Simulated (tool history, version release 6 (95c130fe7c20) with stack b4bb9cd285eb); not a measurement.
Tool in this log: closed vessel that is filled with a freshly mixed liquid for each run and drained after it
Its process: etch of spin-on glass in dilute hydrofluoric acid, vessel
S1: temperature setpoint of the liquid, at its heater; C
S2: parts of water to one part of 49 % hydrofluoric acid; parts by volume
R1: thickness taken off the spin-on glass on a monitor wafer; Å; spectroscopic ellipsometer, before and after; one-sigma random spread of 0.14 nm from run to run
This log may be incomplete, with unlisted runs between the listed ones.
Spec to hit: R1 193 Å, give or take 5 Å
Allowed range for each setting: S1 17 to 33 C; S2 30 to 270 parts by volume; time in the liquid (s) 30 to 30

Run 1, hour 0: S1 25 C, S2 150 parts by volume, time in the liquid (s) 30. Result: R1 87.869 Å.
Run 2, hour 5.7: S1 25 C, S2 150 parts by volume, time in the liquid (s) 30. Result: R1 87.424 Å.
Run 3, hour 11.6: S1 27 C, S2 135 parts by volume, time in the liquid (s) 30. Result: R1 105.52 Å.
Run 4, hour 14.9: S1 28.5 C, S2 120 parts by volume, time in the liquid (s) 30. Result: R1 127.04 Å.
Run 5, hour 18.3: S1 28.5 C, S2 70 parts by volume, time in the liquid (s) 30. Result: R1 233.92 Å.
Run 6, hour 22.5: S1 25.5 C, S2 70 parts by volume, time in the liquid (s) 30. Result: R1 205.79 Å.
Run 7, hour 26.5: S1 25 C, S2 70 parts by volume, time in the liquid (s) 30. Result: R1 203.08 Å.
Run 8, hour 27.7: S1 24.5 C, S2 70 parts by volume, time in the liquid (s) 30. Result: R1 198.81 Å.

5 candidate next runs follow, results not yet known. Just one meets every target within its allowed miss. Identify it.
Run A, hour 28.9: S1 21 C, S2 60 parts by volume, time in the liquid (s) 30. Result: R1 ?.
Run B, hour 28.9: S1 21.5 C, S2 60 parts by volume, time in the liquid (s) 30. Result: R1 ?.
Run C, hour 28.9: S1 23 C, S2 65 parts by volume, time in the liquid (s) 30. Result: R1 ?.
Run D, hour 28.9: S1 26 C, S2 70 parts by volume, time in the liquid (s) 30. Result: R1 ?.
Run E, hour 28.9: S1 27.5 C, S2 80 parts by volume, time in the liquid (s) 30. Result: R1 ?.

move      R1
   A  204.39
   B  208.76
   C  203.98
   D  212.87
   E  195.21
A: further off than the last run
B: further off than the last run
C: further off than the last run
D: further off than the last run
E: each result inside its tolerance
E meets every target.
